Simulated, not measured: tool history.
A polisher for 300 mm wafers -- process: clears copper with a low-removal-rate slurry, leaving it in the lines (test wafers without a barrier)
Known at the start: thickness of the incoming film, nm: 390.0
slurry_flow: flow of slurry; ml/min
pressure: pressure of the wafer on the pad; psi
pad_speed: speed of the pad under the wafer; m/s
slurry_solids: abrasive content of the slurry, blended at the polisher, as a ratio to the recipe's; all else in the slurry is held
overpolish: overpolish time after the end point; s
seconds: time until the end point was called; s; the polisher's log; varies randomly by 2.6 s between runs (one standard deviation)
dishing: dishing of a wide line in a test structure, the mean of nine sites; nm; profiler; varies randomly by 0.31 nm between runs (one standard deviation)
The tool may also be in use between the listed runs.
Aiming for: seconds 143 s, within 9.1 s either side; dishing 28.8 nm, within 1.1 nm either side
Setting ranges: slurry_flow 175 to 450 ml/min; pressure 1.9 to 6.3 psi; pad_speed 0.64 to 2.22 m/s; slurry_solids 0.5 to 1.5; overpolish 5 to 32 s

Run 1, hour 0: slurry_flow 290 ml/min, pressure 4.1 psi, pad_speed 1.42 m/s, slurry_solids 1, overpolish 16 s. Result: seconds 83.278 s, dishing 45.265 nm.
Run 2, hour 5.7: slurry_flow 290 ml/min, pressure 3.6 psi, pad_speed 1.42 m/s, slurry_solids 1, overpolish 16 s. Result: seconds 92.409 s, dishing 41.526 nm.
Run 3, hour 11.3: slurry_flow 290 ml/min, pressure 3.6 psi, pad_speed 1.56 m/s, slurry_solids 1, overpolish 16 s. Result: seconds 85.829 s, dishing 44.332 nm.
Run 4, hour 13.2: slurry_flow 290 ml/min, pressure 3.6 psi, pad_speed 1.56 m/s, slurry_solids 1.1, overpolish 16 s. Result: seconds 82.4 s, dishing 44.976 nm.
Run 5, hour 18.5: slurry_flow 290 ml/min, pressure 3.2 psi, pad_speed 1.5 m/s, slurry_solids 1.1, overpolish 16 s. Result: seconds 91.897 s, dishing 39.296 nm.
Run 6, hour 22.6: slurry_flow 260 ml/min, pressure 3.2 psi, pad_speed 1.5 m/s, slurry_solids 1.1, overpolish 16 s. Result: seconds 92.88 s, dishing 40.215 nm.
At hour 25.5: slurry nozzle cleaned.
Run 7, hour 25.5: slurry_flow 260 ml/min, pressure 2.9 psi, pad_speed 1.46 m/s, slurry_solids 1.1, overpolish 16 s. Result: seconds 100.44 s, dishing 37.269 nm.
Run 8, hour 28.1: slurry_flow 260 ml/min, pressure 2.7 psi, pad_speed 1.42 m/s, slurry_solids 1.1, overpolish 16 s. Result: seconds 113.71 s, dishing 35.779 nm.
Run 9, hour 32.2: slurry_flow 260 ml/min, pressure 2.5 psi, pad_speed 1.4 m/s, slurry_solids 1.1, overpolish 16 s. Result: seconds 113.42 s, dishing 33.07 nm.
Run 10, hour 39.4: slurry_flow 255 ml/min, pressure 2.4 psi, pad_speed 1.36 m/s, slurry_solids 1.1, overpolish 16 s. Result: seconds 129.73 s, dishing 31.552 nm.
Run 11, hour 43.3: slurry_flow 255 ml/min, pressure 2.3 psi, pad_speed 1.36 m/s, slurry_solids 1.1, overpolish 16 s. Result: seconds 132.43 s, dishing 30.82 nm.

Pick the move, out of 4, that brings all results within their allowed miss; only one does.
Run A, hour 47.2: slurry_flow 260 ml/min, pressure 2.8 psi, pad_speed 1.18 m/s, slurry_solids 1.15, overpolish 17 s. Result: seconds ?, dishing ?.
Run B, hour 47.2: slurry_flow 300 ml/min, pressure 2.1 psi, pad_speed 1.12 m/s, slurry_solids 1, overpolish 17 s. Result: seconds ?, dishing ?.
Run C, hour 47.2: slurry_flow 315 ml/min, pressure 2.9 psi, pad_speed 1.08 m/s, slurry_solids 0.85, overpolish 16 s. Result: seconds ?, dishing ?.
Run D, hour 47.2: slurry_flow 280 ml/min, pressure 2.4 psi, pad_speed 1.14 m/s, slurry_solids 0.85, overpolish 16 s. Result: seconds ?, dishing ?.

move  seconds  dishing
   A   126.13   32.026
   B   167.13    25.13
   C   141.74   27.753
   D   156.84    25.32
A: its largest miss is bigger than the last run's
B: takes the result that was furthest off past its target
C: every result within its allowed miss
D: takes the result that was furthest off past its target
Move C is the one to make.

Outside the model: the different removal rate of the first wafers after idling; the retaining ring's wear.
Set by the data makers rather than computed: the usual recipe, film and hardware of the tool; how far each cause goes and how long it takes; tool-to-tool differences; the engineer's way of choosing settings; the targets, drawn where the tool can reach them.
